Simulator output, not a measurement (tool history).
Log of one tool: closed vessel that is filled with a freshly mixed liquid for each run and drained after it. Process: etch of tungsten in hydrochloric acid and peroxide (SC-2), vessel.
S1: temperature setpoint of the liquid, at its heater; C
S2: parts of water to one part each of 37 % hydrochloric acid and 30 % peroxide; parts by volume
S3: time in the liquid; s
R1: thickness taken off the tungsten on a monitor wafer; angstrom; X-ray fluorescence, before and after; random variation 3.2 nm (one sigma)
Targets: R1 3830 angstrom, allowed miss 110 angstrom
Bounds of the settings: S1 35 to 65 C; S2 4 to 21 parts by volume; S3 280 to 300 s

run 1 hour=0 | S1=49 S2=11.5 S3=280 | R1=846.32
run 2 hour=5.3 | S1=49 S2=13 S3=280 | R1=746.16
run 3 hour=12.1 | S1=49 S2=16 S3=280 | R1=638.74
run 4 hour=14.1 | S1=49 S2=16 S3=280 | R1=635.6
-- hour=20.8 thermometer replaced
run 5 hour=20.8 | S1=49 S2=18 S3=280 | R1=528.67
run 6 hour=28 | S1=49 S2=18 S3=280 | R1=532.05
run 7 hour=29.3 | S1=49 S2=18 S3=280 | R1=523.39
run 8 hour=37.6 | S1=57 S2=13 S3=285 | R1=1205
run 9 hour=38.3 | S1=59.5 S2=10 S3=290 | R1=1806

Which of these 5 next moves meets every target?
run A hour=39 | S1=64.5 S2=6 S3=300 | R1=?
run B hour=39 | S1=45.5 S2=14 S3=280 | R1=?
run C hour=39 | S1=65 S2=9.5 S3=300 | R1=?
run D hour=39 | S1=65 S2=4 S3=300 | R1=?
run E hour=39 | S1=63.5 S2=7 S3=300 | R1=?

move=A R1=3837.9
move=B R1=523.73
move=C R1=2752.5
move=D R1=5275.6
move=E R1=3208.8
A: meets every target
B: further off than the last run
C: nearer than the last run, and not there yet
D: takes the result that was furthest off past its target
E: nearer than the last run, and not there yet
Answer: A
